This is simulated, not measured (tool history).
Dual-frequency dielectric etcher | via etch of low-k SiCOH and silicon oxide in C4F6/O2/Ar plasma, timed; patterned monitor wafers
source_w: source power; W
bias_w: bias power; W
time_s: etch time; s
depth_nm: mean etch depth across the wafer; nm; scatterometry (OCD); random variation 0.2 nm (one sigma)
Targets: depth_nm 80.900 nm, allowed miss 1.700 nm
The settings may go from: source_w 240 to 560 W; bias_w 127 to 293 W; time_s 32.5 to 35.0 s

{"run": 1, "hour": 0.0, "source_w": 400, "bias_w": 210, "time_s": 35.0, "depth_nm": 93.276}
{"run": 2, "hour": 7.3, "source_w": 430, "bias_w": 210, "time_s": 35.0, "depth_nm": 97.44}
{"run": 3, "hour": 11.0, "source_w": 400, "bias_w": 207, "time_s": 35.0, "depth_nm": 92.565}
{"run": 4, "hour": 16.2, "source_w": 380, "bias_w": 205, "time_s": 35.0, "depth_nm": 89.599}
{"run": 5, "hour": 19.1, "source_w": 440, "bias_w": 205, "time_s": 35.0, "depth_nm": 98.04}
{"run": 6, "hour": 24.5, "source_w": 410, "bias_w": 203, "time_s": 35.0, "depth_nm": 93.43}
{"run": 7, "hour": 29.4, "source_w": 390, "bias_w": 201, "time_s": 35.0, "depth_nm": 90.401}
{"run": 8, "hour": 37.4, "source_w": 370, "bias_w": 200, "time_s": 35.0, "depth_nm": 87.222}
{"run": 9, "hour": 43.6, "source_w": 360, "bias_w": 199, "time_s": 35.0, "depth_nm": 85.737}
{"run": 10, "hour": 48.5, "source_w": 350, "bias_w": 198, "time_s": 35.0, "depth_nm": 83.643}

Which of these 5 next moves meets every target?
{"run": "A", "hour": 53.4, "source_w": 360, "bias_w": 180, "time_s": 34.0, "depth_nm": "?"}
{"run": "B", "hour": 53.4, "source_w": 380, "bias_w": 137, "time_s": 35.0, "depth_nm": "?"}
{"run": "C", "hour": 53.4, "source_w": 330, "bias_w": 190, "time_s": 34.0, "depth_nm": "?"}
{"run": "D", "hour": 53.4, "source_w": 380, "bias_w": 151, "time_s": 33.5, "depth_nm": "?"}
{"run": "E", "hour": 53.4, "source_w": 370, "bias_w": 189, "time_s": 35.0, "depth_nm": "?"}

move=A depth_nm=80.152
move=B depth_nm=78.214
move=C depth_nm=77.080
move=D depth_nm=77.192
move=E depth_nm=85.326
A: meets every target
B: takes the result that was furthest off past its target
C: takes the result that was furthest off past its target
D: takes the result that was furthest off past its target
E: further off than the last run
Move A is the one to make.

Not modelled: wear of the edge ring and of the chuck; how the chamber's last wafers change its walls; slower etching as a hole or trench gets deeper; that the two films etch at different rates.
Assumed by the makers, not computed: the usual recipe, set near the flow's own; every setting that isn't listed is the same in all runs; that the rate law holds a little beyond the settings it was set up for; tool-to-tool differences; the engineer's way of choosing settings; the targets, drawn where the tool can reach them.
